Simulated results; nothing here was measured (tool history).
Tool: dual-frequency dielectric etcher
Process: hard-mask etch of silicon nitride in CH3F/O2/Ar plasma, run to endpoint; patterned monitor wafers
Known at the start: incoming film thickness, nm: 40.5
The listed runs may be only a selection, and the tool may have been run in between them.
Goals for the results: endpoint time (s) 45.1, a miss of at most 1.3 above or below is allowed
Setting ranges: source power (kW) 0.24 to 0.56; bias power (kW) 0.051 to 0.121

Run 1, day 0: source power (kW) 0.4, bias power (kW) 0.086. Result: endpoint time (s) 55.2.
Run 2, day 0.242: source power (kW) 0.36, bias power (kW) 0.086. Result: endpoint time (s) 58.174.
Run 3, day 0.567: source power (kW) 0.4, bias power (kW) 0.089. Result: endpoint time (s) 54.448.
Run 4, day 0.842: source power (kW) 0.43, bias power (kW) 0.091. Result: endpoint time (s) 52.346.
Run 5, day 0.979: source power (kW) 0.4, bias power (kW) 0.091. Result: endpoint time (s) 54.695.
Run 6, day 1.017: source power (kW) 0.43, bias power (kW) 0.093. Result: endpoint time (s) 52.036.
Run 7, day 1.062: source power (kW) 0.43, bias power (kW) 0.093. Result: endpoint time (s) 51.516.
Run 8, day 1.142: source power (kW) 0.45, bias power (kW) 0.094. Result: endpoint time (s) 50.003.
Run 9, day 1.292: source power (kW) 0.46, bias power (kW) 0.095. Result: endpoint time (s) 50.096.
Run 10, day 1.521: source power (kW) 0.54, bias power (kW) 0.112. Result: endpoint time (s) 43.045.
Run 11, day 1.55: source power (kW) 0.53, bias power (kW) 0.111. Result: endpoint time (s) 43.435.

Below are 5 possible settings for the next run. Only one of them brings all results inside the allowed miss of their targets. Which is it?
Run A, day 1.579: source power (kW) 0.47, bias power (kW) 0.095. Result: endpoint time (s) ?.
Run B, day 1.579: source power (kW) 0.51, bias power (kW) 0.107. Result: endpoint time (s) ?.
Run C, day 1.579: source power (kW) 0.54, bias power (kW) 0.088. Result: endpoint time (s) ?.
Run D, day 1.579: source power (kW) 0.52, bias power (kW) 0.12. Result: endpoint time (s) ?.
Run E, day 1.579: source power (kW) 0.48, bias power (kW) 0.101. Result: endpoint time (s) ?.

move  endpoint time (s)
   A             49.689
   B             45.539
   C             47.855
   D             43.089
   E             47.992
A: moves the result that the last run missed by most past its target, out the other side
B: every result lands within tolerance
C: moves the result that the last run missed by most past its target, out the other side
D: misses by more than the last run did
E: moves the result that the last run missed by most past its target, out the other side
Go with B: it meets all targets.
